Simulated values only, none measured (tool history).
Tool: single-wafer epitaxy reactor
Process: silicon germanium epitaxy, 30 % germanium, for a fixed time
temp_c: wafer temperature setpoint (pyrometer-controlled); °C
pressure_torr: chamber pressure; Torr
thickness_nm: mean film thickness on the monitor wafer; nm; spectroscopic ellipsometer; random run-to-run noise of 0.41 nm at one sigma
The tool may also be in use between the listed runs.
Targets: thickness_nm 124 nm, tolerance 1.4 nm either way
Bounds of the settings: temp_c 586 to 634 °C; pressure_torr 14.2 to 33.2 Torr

{"run": 1, "hour": 0.0, "temp_c": 610, "pressure_torr": 23.7, "thickness_nm": 79.159}
{"run": 2, "hour": 6.6, "temp_c": 604, "pressure_torr": 23.7, "thickness_nm": 69.409}
{"run": 3, "hour": 15.4, "temp_c": 604, "pressure_torr": 21.9, "thickness_nm": 67.373}
{"run": 4, "hour": 23.4, "temp_c": 612, "pressure_torr": 21.9, "thickness_nm": 79.236}
{"run": 5, "hour": 32.1, "temp_c": 606, "pressure_torr": 21.9, "thickness_nm": 70.304}
{"run": 6, "hour": 40.0, "temp_c": 596, "pressure_torr": 21.9, "thickness_nm": 56.927}
{"run": 7, "hour": 44.5, "temp_c": 603, "pressure_torr": 21.9, "thickness_nm": 66.193}
{"run": 8, "hour": 53.5, "temp_c": 608, "pressure_torr": 21.9, "thickness_nm": 73.041}
{"run": 9, "hour": 55.4, "temp_c": 620, "pressure_torr": 24.4, "thickness_nm": 97.704}
{"run": 10, "hour": 60.5, "temp_c": 622, "pressure_torr": 24.4, "thickness_nm": 101.31}
{"run": 11, "hour": 64.1, "temp_c": 624, "pressure_torr": 24.4, "thickness_nm": 104.89}
{"run": 12, "hour": 70.3, "temp_c": 626, "pressure_torr": 24.4, "thickness_nm": 109.5}
{"run": 13, "hour": 77.2, "temp_c": 627, "pressure_torr": 24.4, "thickness_nm": 111.96}
{"run": 14, "hour": 84.1, "temp_c": 628, "pressure_torr": 24.4, "thickness_nm": 113.22}
{"run": 15, "hour": 90.7, "temp_c": 629, "pressure_torr": 24.4, "thickness_nm": 116.34}
{"run": 16, "hour": 93.8, "temp_c": 630, "pressure_torr": 24.4, "thickness_nm": 118.38}

Next run, 5 choices. One meets every target within its allowed miss, the rest don't. Which?
{"run": "A", "hour": 96.9, "temp_c": 632, "pressure_torr": 23.3, "thickness_nm": "?"}
{"run": "B", "hour": 96.9, "temp_c": 632, "pressure_torr": 23.4, "thickness_nm": "?"}
{"run": "C", "hour": 96.9, "temp_c": 629, "pressure_torr": 24.6, "thickness_nm": "?"}
{"run": "D", "hour": 96.9, "temp_c": 629, "pressure_torr": 26.9, "thickness_nm": "?"}
{"run": "E", "hour": 96.9, "temp_c": 628, "pressure_torr": 30.1, "thickness_nm": "?"}

move=A thickness_nm=121.11
move=B thickness_nm=121.33
move=C thickness_nm=116.97
move=D thickness_nm=121.47
move=E thickness_nm=124.9
A: closer than the last run, but not yet in spec
B: closer than the last run, but not yet in spec
C: its largest miss is bigger than the last run's
D: closer than the last run, but not yet in spec
E: every result lands within tolerance
E is the move that brings every result within its allowed miss.
